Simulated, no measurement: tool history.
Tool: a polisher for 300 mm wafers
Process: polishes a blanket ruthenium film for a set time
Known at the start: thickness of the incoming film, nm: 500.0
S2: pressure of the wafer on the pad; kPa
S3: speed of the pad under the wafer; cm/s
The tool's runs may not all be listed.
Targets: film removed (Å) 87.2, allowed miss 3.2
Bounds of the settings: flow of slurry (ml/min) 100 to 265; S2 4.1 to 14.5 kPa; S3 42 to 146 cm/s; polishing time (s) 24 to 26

{"run": 1, "hour": 0.0, "flow of slurry (ml/min)": 170, "S2": 9, "S3": 94, "polishing time (s)": 26, "film removed (Å)": 165.5}
{"run": 2, "hour": 5.2, "flow of slurry (ml/min)": 170, "S2": 9, "S3": 94, "polishing time (s)": 26, "film removed (Å)": 163.32}
{"run": 3, "hour": 5.7, "flow of slurry (ml/min)": 170, "S2": 8.3, "S3": 92, "polishing time (s)": 26, "film removed (Å)": 148.11}
{"run": 4, "hour": 10.4, "flow of slurry (ml/min)": 170, "S2": 8.3, "S3": 92, "polishing time (s)": 26, "film removed (Å)": 150.2}
{"run": 5, "hour": 19.0, "flow of slurry (ml/min)": 170, "S2": 7.6, "S3": 90, "polishing time (s)": 26, "film removed (Å)": 134.37}
{"run": 6, "hour": 21.9, "flow of slurry (ml/min)": 200, "S2": 7.6, "S3": 90, "polishing time (s)": 26, "film removed (Å)": 136.97}
{"run": 7, "hour": 28.4, "flow of slurry (ml/min)": 200, "S2": 6.9, "S3": 88, "polishing time (s)": 26, "film removed (Å)": 124.53}
{"run": 8, "hour": 30.2, "flow of slurry (ml/min)": 200, "S2": 6.2, "S3": 88, "polishing time (s)": 26, "film removed (Å)": 111.78}
{"run": 9, "hour": 36.4, "flow of slurry (ml/min)": 200, "S2": 5.5, "S3": 88, "polishing time (s)": 26, "film removed (Å)": 99.012}
{"run": 10, "hour": 44.3, "flow of slurry (ml/min)": 195, "S2": 5.5, "S3": 88, "polishing time (s)": 26, "film removed (Å)": 100.98}
{"run": 11, "hour": 52.0, "flow of slurry (ml/min)": 190, "S2": 5.5, "S3": 88, "polishing time (s)": 26, "film removed (Å)": 98.575}
{"run": 12, "hour": 58.1, "flow of slurry (ml/min)": 180, "S2": 5.5, "S3": 88, "polishing time (s)": 26, "film removed (Å)": 98.537}
{"run": 13, "hour": 59.7, "flow of slurry (ml/min)": 180, "S2": 5.5, "S3": 88, "polishing time (s)": 26, "film removed (Å)": 98.808}

4 next moves are on the table. One of them brings every result within its allowed miss. Which?
{"run": "A", "hour": 61.3, "flow of slurry (ml/min)": 210, "S2": 5.5, "S3": 68, "polishing time (s)": 26, "film removed (Å)": "?"}
{"run": "B", "hour": 61.3, "flow of slurry (ml/min)": 105, "S2": 6.2, "S3": 100, "polishing time (s)": 26, "film removed (Å)": "?"}
{"run": "C", "hour": 61.3, "flow of slurry (ml/min)": 165, "S2": 6.2, "S3": 68, "polishing time (s)": 26, "film removed (Å)": "?"}
{"run": "D", "hour": 61.3, "flow of slurry (ml/min)": 170, "S2": 6.2, "S3": 82, "polishing time (s)": 26, "film removed (Å)": "?"}

move=A film_removed_(Å)=79.015
move=B film_removed_(Å)=114.62
move=C film_removed_(Å)=86.043
move=D film_removed_(Å)=102
A: takes the result that was furthest off past its target
B: further off than the last run
C: meets every target
D: further off than the last run
The right move is C.
